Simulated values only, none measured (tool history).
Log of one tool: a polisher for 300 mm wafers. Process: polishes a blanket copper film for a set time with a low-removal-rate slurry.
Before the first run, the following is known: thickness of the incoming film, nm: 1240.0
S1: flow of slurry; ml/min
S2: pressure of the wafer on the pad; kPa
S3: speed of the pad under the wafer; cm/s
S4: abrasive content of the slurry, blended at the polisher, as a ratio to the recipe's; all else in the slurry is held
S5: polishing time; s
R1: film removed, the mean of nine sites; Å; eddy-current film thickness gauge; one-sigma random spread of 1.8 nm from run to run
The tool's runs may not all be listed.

run 1 hour=0.0 | S1=125 S2=22.8 S3=128 S4=1.00 S5=47 | R1=1738.0
run 2 hour=6.8 | S1=125 S2=20.0 S3=128 S4=1.00 S5=47 | R1=1521.8
run 3 hour=12.3 | S1=140 S2=22.8 S3=128 S4=1.00 S5=47 | R1=1798.7
run 4 hour=17.4 | S1=150 S2=24.1 S3=128 S4=1.00 S5=47 | R1=1934.3
run 5 hour=21.6 | S1=150 S2=24.1 S3=128 S4=0.85 S5=47 | R1=1851.6
-- hour=29.7 slurry nozzle cleaned
run 6 hour=29.7 | S1=160 S2=25.5 S3=128 S4=0.85 S5=47 | R1=2058.5
run 7 hour=30.3 | S1=170 S2=26.2 S3=128 S4=0.85 S5=47 | R1=2123.8
run 8 hour=33.7 | S1=175 S2=26.9 S3=128 S4=0.85 S5=47 | R1=2209.6

Forecast run 9:
run 9 hour=41.4 | S1=180 S2=27.6 S3=128 S4=0.85 S5=47 | R1=?

{"run 9": {"R1": 2295.2}}

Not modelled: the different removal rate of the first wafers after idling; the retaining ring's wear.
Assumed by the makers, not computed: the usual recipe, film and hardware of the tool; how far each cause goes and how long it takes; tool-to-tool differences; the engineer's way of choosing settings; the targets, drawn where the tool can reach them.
